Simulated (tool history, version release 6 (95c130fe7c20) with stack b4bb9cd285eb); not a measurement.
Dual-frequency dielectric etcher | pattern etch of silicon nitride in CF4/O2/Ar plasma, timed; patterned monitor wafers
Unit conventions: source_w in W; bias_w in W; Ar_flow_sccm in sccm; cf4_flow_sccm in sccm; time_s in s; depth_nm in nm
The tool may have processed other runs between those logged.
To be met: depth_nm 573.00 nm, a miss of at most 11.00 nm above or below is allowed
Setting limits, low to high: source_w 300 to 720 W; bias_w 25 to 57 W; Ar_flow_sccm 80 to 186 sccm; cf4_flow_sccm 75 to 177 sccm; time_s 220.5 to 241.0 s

| run | hour | source_w | bias_w | Ar_flow_sccm | cf4_flow_sccm | time_s | depth_nm |
|---|---|---|---|---|---|---|---|
| 1 | 0.0 | 510 | 41 | 133 | 126 | 241.0 | 482.08 |
| 2 | 2.8 | 510 | 41 | 133 | 126 | 241.0 | 482.17 |
| 3 | 5.8 | 430 | 41 | 133 | 126 | 241.0 | 438.02 |
| 4 | 13.0 | 430 | 41 | 133 | 126 | 220.5 | 400.24 |
| 5 | 15.0 | 430 | 41 | 133 | 126 | 220.5 | 401.09 |
| 6 | 23.3 | 450 | 41 | 133 | 126 | 220.5 | 409.59 |
| 7 | 26.1 | 470 | 41 | 133 | 126 | 220.5 | 418.33 |
| 8 | 29.3 | 490 | 41 | 133 | 126 | 220.5 | 431.92 |
| 9 | 30.5 | 510 | 41 | 133 | 126 | 220.5 | 439.99 |
| 10 | 39.1 | 610 | 42 | 132 | 126 | 220.5 | 494.50 |
| 11 | 45.2 | 610 | 42 | 132 | 126 | 220.5 | 493.72 |
| 12 | 46.8 | 620 | 42 | 131 | 126 | 220.5 | 500.11 |
| 13 | 51.7 | 630 | 42 | 131 | 126 | 220.5 | 506.79 |
|  | 57.6 | Ar flow controller replaced |
| 14 | 57.6 | 640 | 42 | 131 | 126 | 220.5 | 516.38 |
| 15 | 65.3 | 650 | 42 | 131 | 126 | 220.5 | 521.02 |
| 16 | 66.9 | 720 | 42 | 131 | 126 | 220.5 | 555.83 |

5 next moves are on the table. One of them brings every result within its allowed miss. Which?
| A | 68.5 | 640 | 44 | 144 | 117 | 235.0 | ? |
| B | 68.5 | 710 | 44 | 147 | 104 | 225.5 | ? |
| C | 68.5 | 710 | 41 | 109 | 99 | 220.5 | ? |
| D | 68.5 | 690 | 40 | 125 | 126 | 225.5 | ? |
| E | 68.5 | 720 | 40 | 136 | 128 | 231.5 | ? |

| move | depth_nm |
|---|---|
| A | 539.43 |
| B | 536.45 |
| C | 544.91 |
| D | 549.18 |
| E | 569.97 |
A: misses by more than the last run did
B: misses by more than the last run did
C: misses by more than the last run did
D: misses by more than the last run did
E: all results in spec
The move that meets every target is E.
